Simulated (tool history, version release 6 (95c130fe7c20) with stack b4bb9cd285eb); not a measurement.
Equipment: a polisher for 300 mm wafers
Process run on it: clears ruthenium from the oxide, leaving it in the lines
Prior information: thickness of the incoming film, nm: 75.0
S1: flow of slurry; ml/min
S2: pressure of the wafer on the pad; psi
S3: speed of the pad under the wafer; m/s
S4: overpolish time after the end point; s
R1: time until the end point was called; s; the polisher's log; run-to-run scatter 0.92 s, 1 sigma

run,hour,S1,S2,S3,S4,R1
1,0.0,155,1.3,0.92,7,120.410
2,1.9,160,1.4,0.92,7,113.950
3,10.2,160,1.2,0.92,7,132.000
4,13.8,190,1.2,0.92,7,128.370
5,17.1,190,1.3,0.92,7,119.390
6,17.7,190,1.3,0.70,7,146.570
7,21.7,190,1.4,0.70,7,134.240
8,29.1,190,1.5,0.70,7,127.350
9,31.7,190,1.6,0.70,7,120.940

Expected results for the next run?
10,39.8,205,2.0,0.72,7,?

R1: 94.845 s
